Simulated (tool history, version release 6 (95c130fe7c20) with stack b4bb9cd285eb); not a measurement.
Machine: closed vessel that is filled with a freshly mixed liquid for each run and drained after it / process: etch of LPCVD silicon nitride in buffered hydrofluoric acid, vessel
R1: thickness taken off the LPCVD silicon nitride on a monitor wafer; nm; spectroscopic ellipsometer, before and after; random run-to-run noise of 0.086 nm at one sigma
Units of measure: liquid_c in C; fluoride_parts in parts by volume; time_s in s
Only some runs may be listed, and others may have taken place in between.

Run 1, day 0: liquid_c 23 C, fluoride_parts 7 parts by volume, time_s 1010 s. Result: R1 19.646 nm.
Run 2, day 0.204: liquid_c 25 C, fluoride_parts 7 parts by volume, time_s 1010 s. Result: R1 22.158 nm.
Run 3, day 0.438: liquid_c 22.5 C, fluoride_parts 8 parts by volume, time_s 1010 s. Result: R1 16.607 nm.
Run 4, day 0.788: liquid_c 22.5 C, fluoride_parts 8 parts by volume, time_s 1010 s. Result: R1 16.642 nm.
Run 5, day 1.038: liquid_c 22.5 C, fluoride_parts 8 parts by volume, time_s 1085 s. Result: R1 17.598 nm.
Run 6, day 1.154: liquid_c 22.5 C, fluoride_parts 8 parts by volume, time_s 1010 s. Result: R1 16.348 nm.
Run 7, day 1.288: liquid_c 22.5 C, fluoride_parts 8 parts by volume, time_s 1010 s. Result: R1 16.33 nm.
Run 8, day 1.629: liquid_c 20.5 C, fluoride_parts 8.5 parts by volume, time_s 1010 s. Result: R1 13.767 nm.
Run 9, day 1.775: liquid_c 19.5 C, fluoride_parts 9 parts by volume, time_s 1010 s. Result: R1 12.221 nm.
Run 10, day 2.054: liquid_c 18.5 C, fluoride_parts 9.5 parts by volume, time_s 1010 s. Result: R1 11.187 nm.

Run 11 is up next; what results do you expect?
Run 11, day 2.133: liquid_c 18 C, fluoride_parts 10 parts by volume, time_s 1010 s. Result: R1 ?.

Run 11 came out at R1 10.554 nm.
